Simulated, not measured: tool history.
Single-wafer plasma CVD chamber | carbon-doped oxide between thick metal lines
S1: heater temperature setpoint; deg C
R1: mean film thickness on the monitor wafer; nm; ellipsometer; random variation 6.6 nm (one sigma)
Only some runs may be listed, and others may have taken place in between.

{"run": 1, "hour": 0.0, "S1": 335, "chamber pressure (Torr)": 5.7, "RF power (W)": 550, "deposition time (s)": 177, "R1": 980.29}
{"run": 2, "hour": 7.3, "S1": 343, "chamber pressure (Torr)": 5.7, "RF power (W)": 550, "deposition time (s)": 177, "R1": 974.02}
{"run": 3, "hour": 11.7, "S1": 343, "chamber pressure (Torr)": 4.73, "RF power (W)": 550, "deposition time (s)": 177, "R1": 941.02}
{"run": 4, "hour": 15.2, "S1": 343, "chamber pressure (Torr)": 4.73, "RF power (W)": 480, "deposition time (s)": 177, "R1": 873.1}
{"hour": 17.7, "done": "capacitance manometer re-zeroed and calibrated"}
{"run": 5, "hour": 17.7, "S1": 347, "chamber pressure (Torr)": 4.73, "RF power (W)": 480, "deposition time (s)": 177, "R1": 870.7}
{"run": 6, "hour": 23.9, "S1": 347, "chamber pressure (Torr)": 4.73, "RF power (W)": 480, "deposition time (s)": 182, "R1": 883.56}
{"run": 7, "hour": 26.2, "S1": 342, "chamber pressure (Torr)": 5.55, "RF power (W)": 525, "deposition time (s)": 182, "R1": 986.55}

What does the tool deliver on the next run?
{"run": 8, "hour": 28.0, "S1": 341, "chamber pressure (Torr)": 6.24, "RF power (W)": 540, "deposition time (s)": 182, "R1": "?"}

{"run 8": {"R1": 1011.7}}
